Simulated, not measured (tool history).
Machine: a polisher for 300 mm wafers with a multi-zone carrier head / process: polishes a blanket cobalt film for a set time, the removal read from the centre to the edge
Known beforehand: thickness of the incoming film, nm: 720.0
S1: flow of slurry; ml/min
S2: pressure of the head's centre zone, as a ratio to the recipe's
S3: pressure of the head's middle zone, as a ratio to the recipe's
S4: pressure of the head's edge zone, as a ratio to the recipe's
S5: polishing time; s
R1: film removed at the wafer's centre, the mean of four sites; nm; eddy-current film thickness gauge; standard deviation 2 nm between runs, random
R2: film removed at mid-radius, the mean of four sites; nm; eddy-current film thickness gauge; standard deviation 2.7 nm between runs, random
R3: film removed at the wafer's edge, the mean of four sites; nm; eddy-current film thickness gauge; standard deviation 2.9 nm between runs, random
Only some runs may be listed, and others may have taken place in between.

run  hour   S1    S2    S3    S4  S5      R1      R2      R3
  1     0  280     1     1     1  45  251.25   240.2   237.6
  2   2.3  280     1  0.94     1  45   252.3  230.01  244.03
  3     7  290  1.01  0.97  1.02  46  261.09  244.47  249.13
  4  13.2  290  1.01  0.89  1.02  46  260.99  227.54  249.35
  5  19.1  290  1.01  0.89  1.09  46  264.98  227.34  256.15
  6  25.7  265  1.01  0.89  1.09  46  258.62  225.08  259.26
  7  29.6  270  1.02  0.93  1.09  47  266.37  239.83   265.9

What will run 8 give?
  8  35.5  285  1.03  0.96  1.09  47   ?   ?   ?

R1: 273.28 nm
R2: 245.59 nm
R3: 264.99 nm

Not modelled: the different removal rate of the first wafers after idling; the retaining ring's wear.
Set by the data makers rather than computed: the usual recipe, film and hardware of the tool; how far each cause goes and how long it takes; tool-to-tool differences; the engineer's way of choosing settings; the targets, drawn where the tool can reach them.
